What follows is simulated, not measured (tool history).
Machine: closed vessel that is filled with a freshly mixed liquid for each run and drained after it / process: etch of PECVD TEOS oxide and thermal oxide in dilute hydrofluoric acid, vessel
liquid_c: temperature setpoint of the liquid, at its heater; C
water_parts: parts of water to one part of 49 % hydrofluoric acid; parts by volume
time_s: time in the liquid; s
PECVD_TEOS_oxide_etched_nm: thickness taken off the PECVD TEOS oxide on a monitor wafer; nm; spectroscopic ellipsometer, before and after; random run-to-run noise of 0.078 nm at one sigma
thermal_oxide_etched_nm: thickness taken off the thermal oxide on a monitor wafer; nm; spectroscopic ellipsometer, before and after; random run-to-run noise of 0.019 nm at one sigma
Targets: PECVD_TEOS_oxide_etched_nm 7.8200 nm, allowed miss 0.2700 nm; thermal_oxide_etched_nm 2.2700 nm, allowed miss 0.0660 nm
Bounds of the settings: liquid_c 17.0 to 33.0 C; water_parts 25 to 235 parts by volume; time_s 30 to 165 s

Run 1, day 0.000: liquid_c 25.0 C, water_parts 130 parts by volume, time_s 85 s. Result: PECVD_TEOS_oxide_etched_nm 11.3420 nm, thermal_oxide_etched_nm 3.1827 nm.
Run 2, day 0.146: liquid_c 23.5 C, water_parts 130 parts by volume, time_s 85 s. Result: PECVD_TEOS_oxide_etched_nm 10.4620 nm, thermal_oxide_etched_nm 3.0358 nm.
Run 3, day 0.308: liquid_c 25.5 C, water_parts 130 parts by volume, time_s 85 s. Result: PECVD_TEOS_oxide_etched_nm 11.3610 nm, thermal_oxide_etched_nm 3.2590 nm.
Run 4, day 0.454: liquid_c 24.0 C, water_parts 130 parts by volume, time_s 85 s. Result: PECVD_TEOS_oxide_etched_nm 10.7490 nm, thermal_oxide_etched_nm 3.1011 nm.
Run 5, day 0.562: liquid_c 24.0 C, water_parts 160 parts by volume, time_s 85 s. Result: PECVD_TEOS_oxide_etched_nm 8.4028 nm, thermal_oxide_etched_nm 2.4640 nm.
Run 6, day 0.696: liquid_c 24.0 C, water_parts 160 parts by volume, time_s 70 s. Result: PECVD_TEOS_oxide_etched_nm 7.0266 nm, thermal_oxide_etched_nm 2.0332 nm.
Run 7, day 0.825: liquid_c 24.5 C, water_parts 160 parts by volume, time_s 70 s. Result: PECVD_TEOS_oxide_etched_nm 7.0359 nm, thermal_oxide_etched_nm 2.0716 nm.
Run 8, day 0.992: liquid_c 25.0 C, water_parts 160 parts by volume, time_s 70 s. Result: PECVD_TEOS_oxide_etched_nm 7.2057 nm, thermal_oxide_etched_nm 2.0710 nm.
Run 9, day 1.062: liquid_c 25.0 C, water_parts 155 parts by volume, time_s 70 s. Result: PECVD_TEOS_oxide_etched_nm 7.4701 nm, thermal_oxide_etched_nm 2.1589 nm.

Which one of the following 4 next-run settings gets every result inside its allowed miss? There is exactly one.
Run A, day 1.133: liquid_c 26.0 C, water_parts 175 parts by volume, time_s 75 s. Result: PECVD_TEOS_oxide_etched_nm ?, thermal_oxide_etched_nm ?.
Run B, day 1.133: liquid_c 17.0 C, water_parts 210 parts by volume, time_s 125 s. Result: PECVD_TEOS_oxide_etched_nm ?, thermal_oxide_etched_nm ?.
Run C, day 1.133: liquid_c 29.5 C, water_parts 140 parts by volume, time_s 50 s. Result: PECVD_TEOS_oxide_etched_nm ?, thermal_oxide_etched_nm ?.
Run D, day 1.133: liquid_c 25.0 C, water_parts 150 parts by volume, time_s 70 s. Result: PECVD_TEOS_oxide_etched_nm ?, thermal_oxide_etched_nm ?.

move  PECVD_TEOS_oxide_etched_nm  thermal_oxide_etched_nm
   A                      7.2069                   2.0760
   B                      6.8476                   1.9725
   C                      7.1277                   2.0532
   D                      7.7834                   2.2421
A: further off than the last run
B: further off than the last run
C: further off than the last run
D: all results in spec
So the answer is move D, the one that meets all the targets.

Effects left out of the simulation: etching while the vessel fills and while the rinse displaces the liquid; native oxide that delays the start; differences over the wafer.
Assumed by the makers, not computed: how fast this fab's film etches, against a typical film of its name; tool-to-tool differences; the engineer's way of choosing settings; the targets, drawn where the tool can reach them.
